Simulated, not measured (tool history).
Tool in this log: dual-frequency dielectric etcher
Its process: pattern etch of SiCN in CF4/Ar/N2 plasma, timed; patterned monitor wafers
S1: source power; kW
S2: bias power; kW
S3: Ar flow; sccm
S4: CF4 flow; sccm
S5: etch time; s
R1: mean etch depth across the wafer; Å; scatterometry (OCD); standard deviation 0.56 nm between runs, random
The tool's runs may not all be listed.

run,hour,S1,S2,S3,S4,S5,R1
1,0,0.31,0.088,83,58,141.5,827.34
2,6.6,0.34,0.089,83,58,141.5,908.91
3,7.1,0.34,0.08,83,58,141.5,872.39
4,8.5,0.36,0.08,83,58,141.5,919.75
5,16.8,0.36,0.08,74,58,141.5,932.41
6,21.2,0.38,0.08,74,58,141.5,985.31
7,25,0.39,0.08,74,58,141.5,1014.2

Run 8 comes next. What will it give?
8,32.7,0.4,0.08,74,58,141.5,?

Run 8 yielded R1 1024.2 Å.

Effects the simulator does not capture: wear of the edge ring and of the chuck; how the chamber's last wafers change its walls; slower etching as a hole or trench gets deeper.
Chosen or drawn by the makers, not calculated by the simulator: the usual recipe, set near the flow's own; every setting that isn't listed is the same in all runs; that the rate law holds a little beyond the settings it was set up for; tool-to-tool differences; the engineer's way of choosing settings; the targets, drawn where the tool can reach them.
